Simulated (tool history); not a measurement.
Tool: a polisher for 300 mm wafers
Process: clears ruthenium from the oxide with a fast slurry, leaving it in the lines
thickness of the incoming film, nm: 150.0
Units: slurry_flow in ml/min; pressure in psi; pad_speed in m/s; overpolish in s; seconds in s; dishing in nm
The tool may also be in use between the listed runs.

Run 1, hour 0: slurry_flow 295 ml/min, pressure 2.9 psi, pad_speed 1.02 m/s, slurry_solids 1, overpolish 15 s. Result: seconds 27.508 s, dishing 59.308 nm.
Run 2, hour 5.8: slurry_flow 295 ml/min, pressure 2.7 psi, pad_speed 1.02 m/s, slurry_solids 1, overpolish 12 s. Result: seconds 29.596 s, dishing 45.671 nm.
Run 3, hour 11.6: slurry_flow 295 ml/min, pressure 2.7 psi, pad_speed 1.02 m/s, slurry_solids 1.1, overpolish 12 s. Result: seconds 28.412 s, dishing 48.492 nm.
Run 4, hour 17.9: slurry_flow 295 ml/min, pressure 2.6 psi, pad_speed 1.02 m/s, slurry_solids 1.05, overpolish 10 s. Result: seconds 30.406 s, dishing 38.439 nm.
Run 5, hour 24.5: slurry_flow 295 ml/min, pressure 2.6 psi, pad_speed 1.02 m/s, slurry_solids 1.05, overpolish 5 s. Result: seconds 30.921 s, dishing 20.298 nm.
Run 6, hour 25.8: slurry_flow 295 ml/min, pressure 2.4 psi, pad_speed 1.04 m/s, slurry_solids 1.1, overpolish 6 s. Result: seconds 31.528 s, dishing 23.655 nm.
Run 7, hour 32.8: slurry_flow 295 ml/min, pressure 2.3 psi, pad_speed 1.04 m/s, slurry_solids 1.1, overpolish 6 s. Result: seconds 33.569 s, dishing 22.469 nm.
Run 8, hour 34: slurry_flow 295 ml/min, pressure 2.2 psi, pad_speed 1.04 m/s, slurry_solids 1.1, overpolish 8 s. Result: seconds 33.383 s, dishing 28.901 nm.
Run 9, hour 41.5: slurry_flow 295 ml/min, pressure 2.2 psi, pad_speed 1.02 m/s, slurry_solids 1.1, overpolish 8 s. Result: seconds 34.869 s, dishing 28.561 nm.

The next listed run, before its measurement:
Run 10, hour 45.9: slurry_flow 295 ml/min, pressure 2.3 psi, pad_speed 1.02 m/s, slurry_solids 1.1, overpolish 8 s. Result: seconds ?, dishing ?.

{"run 10": {"seconds": 32.629, "dishing": 29.147}}
